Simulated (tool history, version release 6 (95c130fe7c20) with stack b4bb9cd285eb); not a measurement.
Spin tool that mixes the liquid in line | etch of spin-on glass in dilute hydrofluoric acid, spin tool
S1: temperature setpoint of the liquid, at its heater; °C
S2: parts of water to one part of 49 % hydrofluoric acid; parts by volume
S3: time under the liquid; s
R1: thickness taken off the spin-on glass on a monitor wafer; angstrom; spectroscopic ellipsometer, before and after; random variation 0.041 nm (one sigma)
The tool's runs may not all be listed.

run  hour    S1   S2  S3      R1
  1     0    26  220  50  77.331
  2   0.8    29  220  50  85.226
  3   8.7  29.5  220  50  86.716
  4  11.4    30  220  50  87.882
  5  16.3  27.5  220  50  81.174
  6    22  28.5  220  50  83.744
  7  29.7    29  220  50  86.041

Forecast run 8:
  8  34.5  29.5  220  50   ?

R1: 86.501 angstrom
